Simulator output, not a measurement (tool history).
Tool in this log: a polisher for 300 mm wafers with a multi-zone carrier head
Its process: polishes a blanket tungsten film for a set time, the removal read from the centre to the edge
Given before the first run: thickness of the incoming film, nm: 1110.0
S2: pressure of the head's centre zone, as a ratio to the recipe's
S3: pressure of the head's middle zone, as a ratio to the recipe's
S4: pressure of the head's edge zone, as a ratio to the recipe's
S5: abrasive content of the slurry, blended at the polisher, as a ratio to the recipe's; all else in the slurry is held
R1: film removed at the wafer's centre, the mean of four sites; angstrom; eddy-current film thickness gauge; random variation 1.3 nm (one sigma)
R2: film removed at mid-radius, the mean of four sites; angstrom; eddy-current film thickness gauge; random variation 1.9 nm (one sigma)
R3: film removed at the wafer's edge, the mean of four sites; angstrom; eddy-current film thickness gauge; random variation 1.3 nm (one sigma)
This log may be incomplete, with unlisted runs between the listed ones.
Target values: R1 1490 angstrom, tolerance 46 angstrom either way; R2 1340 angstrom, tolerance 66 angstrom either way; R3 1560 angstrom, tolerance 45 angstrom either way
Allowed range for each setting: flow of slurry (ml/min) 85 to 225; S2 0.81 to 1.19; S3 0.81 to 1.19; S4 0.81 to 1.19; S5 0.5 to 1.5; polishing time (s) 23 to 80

Run 1, hour 0: flow of slurry (ml/min) 145, S2 1, S3 1, S4 1, S5 1, polishing time (s) 51. Result: R1 2677.2 angstrom, R2 2689.7 angstrom, R3 2761.7 angstrom.
Run 2, hour 2.5: flow of slurry (ml/min) 140, S2 0.99, S3 0.97, S4 0.99, S5 0.9, polishing time (s) 48. Result: R1 2402.1 angstrom, R2 2423 angstrom, R3 2482.4 angstrom.
Run 3, hour 3.1: flow of slurry (ml/min) 135, S2 0.99, S3 0.95, S4 1, S5 0.85, polishing time (s) 45. Result: R1 2238.8 angstrom, R2 2175.3 angstrom, R3 2302.2 angstrom.
Run 4, hour 6: flow of slurry (ml/min) 130, S2 0.98, S3 0.93, S4 1, S5 0.8, polishing time (s) 43. Result: R1 2100.6 angstrom, R2 1950.3 angstrom, R3 2188.8 angstrom.
Run 5, hour 13.4: flow of slurry (ml/min) 130, S2 0.98, S3 0.89, S4 1, S5 0.8, polishing time (s) 43. Result: R1 2088.6 angstrom, R2 1887.5 angstrom, R3 2177.9 angstrom.
Run 6, hour 15.9: flow of slurry (ml/min) 125, S2 0.97, S3 0.88, S4 0.98, S5 0.75, polishing time (s) 42. Result: R1 1946.8 angstrom, R2 1812.6 angstrom, R3 2061.6 angstrom.
Run 7, hour 19.7: flow of slurry (ml/min) 120, S2 0.97, S3 0.87, S4 0.97, S5 0.7, polishing time (s) 41. Result: R1 1859.2 angstrom, R2 1718.4 angstrom, R3 1979.2 angstrom.
Run 8, hour 21.6: flow of slurry (ml/min) 120, S2 0.97, S3 0.86, S4 0.96, S5 0.65, polishing time (s) 40. Result: R1 1773.1 angstrom, R2 1622.1 angstrom, R3 1910.2 angstrom.

Pick the move, out of 5, that brings all results within their allowed miss; only one does.
Run A, hour 23.5: flow of slurry (ml/min) 100, S2 1, S3 0.89, S4 0.95, S5 0.55, polishing time (s) 37. Result: R1 ?, R2 ?, R3 ?.
Run B, hour 23.5: flow of slurry (ml/min) 115, S2 0.99, S3 0.92, S4 0.92, S5 0.7, polishing time (s) 35. Result: R1 ?, R2 ?, R3 ?.
Run C, hour 23.5: flow of slurry (ml/min) 110, S2 1.15, S3 0.82, S4 0.96, S5 0.65, polishing time (s) 31. Result: R1 ?, R2 ?, R3 ?.
Run D, hour 23.5: flow of slurry (ml/min) 125, S2 0.85, S3 0.95, S4 0.91, S5 0.65, polishing time (s) 34. Result: R1 ?, R2 ?, R3 ?.
Run E, hour 23.5: flow of slurry (ml/min) 125, S2 0.98, S3 0.86, S4 0.98, S5 0.8, polishing time (s) 31. Result: R1 ?, R2 ?, R3 ?.

move      R1      R2      R3
   A  1592.2    1456  1656.4
   B  1609.3  1522.3  1655.8
   C  1617.4  1197.7  1456.7
   D  1342.7  1519.2  1595.2
   E  1473.1  1329.2  1551.7
A: closes in on the targets versus the last run, not all within tolerance yet
B: closes in on the targets versus the last run, not all within tolerance yet
C: takes the biggest miss from the last run beyond its target
D: gets the furthest-off result to its target, but another result is out of tolerance
E: hits every target within its allowed miss
The right move is E.
